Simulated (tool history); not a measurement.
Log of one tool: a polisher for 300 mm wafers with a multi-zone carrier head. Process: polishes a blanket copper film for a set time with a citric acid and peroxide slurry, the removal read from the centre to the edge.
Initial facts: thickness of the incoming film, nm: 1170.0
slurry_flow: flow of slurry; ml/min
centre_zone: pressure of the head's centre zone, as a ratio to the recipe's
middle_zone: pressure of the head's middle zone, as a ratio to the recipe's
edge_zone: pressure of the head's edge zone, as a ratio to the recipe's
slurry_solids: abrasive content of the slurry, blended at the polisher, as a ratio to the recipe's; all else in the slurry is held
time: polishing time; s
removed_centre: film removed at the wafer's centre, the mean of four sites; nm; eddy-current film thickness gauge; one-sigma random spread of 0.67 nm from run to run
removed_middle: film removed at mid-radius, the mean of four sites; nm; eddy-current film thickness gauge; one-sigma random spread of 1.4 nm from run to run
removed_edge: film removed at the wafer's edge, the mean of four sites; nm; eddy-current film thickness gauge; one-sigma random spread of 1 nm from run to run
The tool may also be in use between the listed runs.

run,hour,slurry_flow,centre_zone,middle_zone,edge_zone,slurry_solids,time,removed_centre,removed_middle,removed_edge
1,0.0,155,1.00,1.00,1.00,1.0,56,63.856,66.958,67.732
2,7.7,155,1.00,1.00,1.08,1.0,56,63.649,66.244,69.638
3,16.0,155,1.00,1.03,1.08,1.0,56,63.279,69.118,69.956
4,17.9,155,1.00,1.03,1.16,1.0,56,62.297,67.205,72.101
5,23.1,155,1.00,1.03,1.16,1.1,56,64.586,69.313,72.599
# hour 23.9: centre zone pressure recalibrated
6,23.9,155,1.00,1.03,1.16,1.1,64,78.179,78.616,83.458

Predict the results of run 7:
7,28.2,160,1.01,1.05,1.15,1.1,64,?,?,?

{"run 7": {"removed_centre": 80.209, "removed_middle": 80.624, "removed_edge": 83.503}}

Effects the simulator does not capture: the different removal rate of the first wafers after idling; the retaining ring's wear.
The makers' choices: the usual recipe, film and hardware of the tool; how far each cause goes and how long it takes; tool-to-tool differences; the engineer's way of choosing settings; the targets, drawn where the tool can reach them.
